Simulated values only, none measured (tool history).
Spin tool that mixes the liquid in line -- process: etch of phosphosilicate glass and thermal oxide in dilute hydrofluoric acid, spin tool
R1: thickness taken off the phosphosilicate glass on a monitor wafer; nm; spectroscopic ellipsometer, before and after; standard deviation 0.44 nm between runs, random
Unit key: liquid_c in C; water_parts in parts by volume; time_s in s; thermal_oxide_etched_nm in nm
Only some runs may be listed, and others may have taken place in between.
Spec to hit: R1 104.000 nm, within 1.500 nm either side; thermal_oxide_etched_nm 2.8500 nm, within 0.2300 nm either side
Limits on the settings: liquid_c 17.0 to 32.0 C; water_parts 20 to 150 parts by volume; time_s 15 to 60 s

{"run": 1, "hour": 0.0, "liquid_c": 24.0, "water_parts": 85, "time_s": 30, "R1": 73.11, "thermal_oxide_etched_nm": 2.0464}
{"run": 2, "hour": 2.3, "liquid_c": 26.0, "water_parts": 85, "time_s": 30, "R1": 80.214, "thermal_oxide_etched_nm": 2.184}
{"run": 3, "hour": 6.3, "liquid_c": 27.5, "water_parts": 85, "time_s": 30, "R1": 84.913, "thermal_oxide_etched_nm": 2.3748}
{"run": 4, "hour": 14.8, "liquid_c": 28.5, "water_parts": 85, "time_s": 30, "R1": 87.486, "thermal_oxide_etched_nm": 2.5316}
{"run": 5, "hour": 21.4, "liquid_c": 29.0, "water_parts": 85, "time_s": 30, "R1": 89.43, "thermal_oxide_etched_nm": 2.4822}
{"run": 6, "hour": 29.1, "liquid_c": 29.0, "water_parts": 105, "time_s": 30, "R1": 70.329, "thermal_oxide_etched_nm": 1.9359}
{"run": 7, "hour": 34.4, "liquid_c": 29.5, "water_parts": 100, "time_s": 30, "R1": 75.866, "thermal_oxide_etched_nm": 2.1169}
{"run": 8, "hour": 36.4, "liquid_c": 30.0, "water_parts": 95, "time_s": 30, "R1": 81.337, "thermal_oxide_etched_nm": 2.3171}
{"run": 9, "hour": 40.2, "liquid_c": 30.5, "water_parts": 90, "time_s": 30, "R1": 89.15, "thermal_oxide_etched_nm": 2.4773}
{"run": 10, "hour": 41.1, "liquid_c": 31.0, "water_parts": 90, "time_s": 30, "R1": 90.462, "thermal_oxide_etched_nm": 2.5066}
{"run": 11, "hour": 47.9, "liquid_c": 31.5, "water_parts": 85, "time_s": 30, "R1": 97.946, "thermal_oxide_etched_nm": 2.5782}

Which of these 5 next moves meets every target?
{"run": "A", "hour": 54.7, "liquid_c": 28.0, "water_parts": 105, "time_s": 45, "R1": "?", "thermal_oxide_etched_nm": "?"}
{"run": "B", "hour": 54.7, "liquid_c": 29.0, "water_parts": 85, "time_s": 35, "R1": "?", "thermal_oxide_etched_nm": "?"}
{"run": "C", "hour": 54.7, "liquid_c": 28.0, "water_parts": 125, "time_s": 55, "R1": "?", "thermal_oxide_etched_nm": "?"}
{"run": "D", "hour": 54.7, "liquid_c": 32.0, "water_parts": 80, "time_s": 30, "R1": "?", "thermal_oxide_etched_nm": "?"}
{"run": "E", "hour": 54.7, "liquid_c": 26.5, "water_parts": 120, "time_s": 55, "R1": "?", "thermal_oxide_etched_nm": "?"}

move=A R1=101.850 thermal_oxide_etched_nm=2.7856
move=B R1=104.560 thermal_oxide_etched_nm=2.8597
move=C R1=101.730 thermal_oxide_etched_nm=2.7823
move=D R1=107.320 thermal_oxide_etched_nm=2.9352
move=E R1=100.900 thermal_oxide_etched_nm=2.7597
A: gains on the last run, yet a result remains outside its allowed miss
B: each result inside its tolerance
C: gains on the last run, yet a result remains outside its allowed miss
D: takes the biggest miss from the last run beyond its target
E: gains on the last run, yet a result remains outside its allowed miss
Correct choice: B, which meets every target

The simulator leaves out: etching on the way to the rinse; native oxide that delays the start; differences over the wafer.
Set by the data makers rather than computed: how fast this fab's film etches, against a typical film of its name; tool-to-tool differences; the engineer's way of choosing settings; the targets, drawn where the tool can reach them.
